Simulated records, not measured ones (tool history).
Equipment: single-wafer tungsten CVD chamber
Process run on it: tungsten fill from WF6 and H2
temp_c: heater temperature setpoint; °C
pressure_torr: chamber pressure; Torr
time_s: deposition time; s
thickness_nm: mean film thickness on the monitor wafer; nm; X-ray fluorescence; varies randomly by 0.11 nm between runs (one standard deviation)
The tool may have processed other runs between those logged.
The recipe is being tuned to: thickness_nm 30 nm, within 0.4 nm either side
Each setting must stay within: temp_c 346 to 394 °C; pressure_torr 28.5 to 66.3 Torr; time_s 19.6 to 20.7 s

| run | hour | temp_c | pressure_torr | time_s | thickness_nm |
|---|---|---|---|---|---|
| 1 | 0 | 370 | 47.4 | 20.7 | 36.997 |
| 2 | 2.1 | 375 | 47.4 | 20.7 | 41.425 |
| 3 | 6.3 | 373 | 47.4 | 20.7 | 39.916 |
| 4 | 14.9 | 371 | 47.4 | 20.7 | 37.889 |
| 5 | 19.1 | 371 | 42.1 | 20.7 | 35.794 |
| 6 | 23.8 | 371 | 42.1 | 20.7 | 35.812 |
| 7 | 26 | 370 | 42.1 | 20.7 | 35.175 |
| 8 | 28.3 | 369 | 42.1 | 20.7 | 34.073 |
| 9 | 29.8 | 368 | 42.1 | 20.7 | 33.32 |
| 10 | 34.8 | 367 | 42.1 | 20.7 | 32.5 |
| 11 | 42.8 | 365 | 42.1 | 20.7 | 30.945 |

Next run, 5 choices. One meets every target within its allowed miss, the rest don't. Which?
| A | 50.8 | 373 | 34.4 | 19.6 | ? |
| B | 50.8 | 362 | 44.1 | 20.4 | ? |
| C | 50.8 | 367 | 40.8 | 20.2 | ? |
| D | 50.8 | 364 | 45.2 | 19.8 | ? |
| E | 50.8 | 367 | 43.3 | 20.2 | ? |

| move | thickness_nm |
|---|---|
| A | 32.483 |
| B | 28.896 |
| C | 31.28 |
| D | 29.798 |
| E | 32.124 |
A: its largest miss is bigger than the last run's
B: the result that was furthest off in the last run now lies on the other side of its target
C: its largest miss is bigger than the last run's
D: hits every target within its allowed miss
E: its largest miss is bigger than the last run's
D meets every target.
